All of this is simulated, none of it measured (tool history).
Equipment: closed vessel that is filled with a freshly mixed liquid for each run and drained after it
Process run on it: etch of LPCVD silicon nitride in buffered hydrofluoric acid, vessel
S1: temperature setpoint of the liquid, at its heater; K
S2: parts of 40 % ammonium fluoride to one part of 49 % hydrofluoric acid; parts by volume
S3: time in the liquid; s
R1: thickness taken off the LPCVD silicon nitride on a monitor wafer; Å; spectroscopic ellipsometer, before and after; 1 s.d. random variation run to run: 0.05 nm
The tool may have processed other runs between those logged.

run 1 hour=0.0 | S1=296.15 S2=8 S3=695 | R1=105.430
run 2 hour=7.5 | S1=293.65 S2=8 S3=695 | R1=91.248
run 3 hour=9.6 | S1=293.15 S2=8 S3=695 | R1=89.934
run 4 hour=15.1 | S1=292.65 S2=8 S3=695 | R1=87.389
run 5 hour=24.9 | S1=292.65 S2=8 S3=490 | R1=61.552
run 6 hour=32.7 | S1=294.15 S2=8 S3=490 | R1=67.243

Run 7, settings as shown, results not yet in. Your forecast:
run 7 hour=37.5 | S1=294.65 S2=8 S3=490 | R1=?

R1: 68.721 Å

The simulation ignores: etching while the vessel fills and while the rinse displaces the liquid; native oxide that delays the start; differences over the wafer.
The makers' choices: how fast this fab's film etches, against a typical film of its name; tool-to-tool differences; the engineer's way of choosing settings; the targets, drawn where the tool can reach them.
